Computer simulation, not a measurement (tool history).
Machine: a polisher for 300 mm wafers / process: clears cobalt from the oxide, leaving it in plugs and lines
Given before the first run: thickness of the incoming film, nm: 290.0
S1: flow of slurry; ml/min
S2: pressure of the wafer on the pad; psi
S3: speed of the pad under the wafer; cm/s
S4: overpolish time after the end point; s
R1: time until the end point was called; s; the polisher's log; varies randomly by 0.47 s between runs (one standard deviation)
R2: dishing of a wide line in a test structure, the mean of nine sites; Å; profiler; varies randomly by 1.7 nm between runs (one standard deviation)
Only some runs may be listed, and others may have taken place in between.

run	hour	S1	S2	S3	S4	R1	R2
1	0.0	125	1.8	88	19	75.684	574.28
2	5.4	130	1.9	88	20	72.398	588.75
3	11.4	140	1.9	88	20	71.257	606.51
4	18.8	140	1.9	88	21	72.262	629.18
# hour 22.7: slurry nozzle cleaned
5	22.7	140	2.0	88	22	66.193	643.08
6	27.0	140	2.0	88	23	66.897	682.74
7	29.2	145	2.1	88	25	63.668	745.38
8	34.5	150	2.2	88	26	60.341	753.34
9	36.4	155	2.3	88	28	57.742	789.45
10	40.1	160	2.3	88	30	58.957	790.57
11	40.9	160	2.3	88	31	58.433	839.07

Estimate the outcome of run 12 from the log above:
12	42.6	160	2.3	88	30	?	?

Run 12 yielded R1 58.278 s, R2 855.11 Å.
